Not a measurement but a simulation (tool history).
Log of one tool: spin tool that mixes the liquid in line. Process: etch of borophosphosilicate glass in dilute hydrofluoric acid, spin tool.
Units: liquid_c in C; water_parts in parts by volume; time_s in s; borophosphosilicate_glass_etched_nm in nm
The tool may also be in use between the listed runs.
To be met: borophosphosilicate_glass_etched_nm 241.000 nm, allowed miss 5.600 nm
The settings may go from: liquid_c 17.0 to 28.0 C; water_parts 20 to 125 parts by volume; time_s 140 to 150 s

run	hour	liquid_c	water_parts	time_s	borophosphosilicate_glass_etched_nm
1	0.0	20.0	70	140	71.996
2	8.8	20.0	70	140	71.479
3	14.0	22.0	70	140	77.208
4	18.0	23.5	60	140	97.330
5	25.3	20.0	60	140	84.146
6	33.6	18.5	60	140	78.596
7	42.0	20.5	50	140	105.750
8	43.2	22.0	45	140	124.840
9	49.2	23.5	40	140	151.620
10	53.3	24.5	35	140	180.840
11	58.1	25.5	35	140	187.760
12	65.1	26.0	35	140	190.280
13	67.0	26.5	35	140	195.430
14	71.8	27.0	35	140	200.010

Which of these 4 next moves meets every target?
A	76.6	27.5	30	150	?
B	76.6	28.0	30	150	?
C	76.6	27.5	30	140	?
D	76.6	28.0	35	150	?

move	borophosphosilicate_glass_etched_nm
A	258.670
B	263.970
C	241.420
D	224.350
A: takes the result that was furthest off past its target
B: takes the result that was furthest off past its target
C: meets every target
D: nearer than the last run, and not there yet
Answer: C

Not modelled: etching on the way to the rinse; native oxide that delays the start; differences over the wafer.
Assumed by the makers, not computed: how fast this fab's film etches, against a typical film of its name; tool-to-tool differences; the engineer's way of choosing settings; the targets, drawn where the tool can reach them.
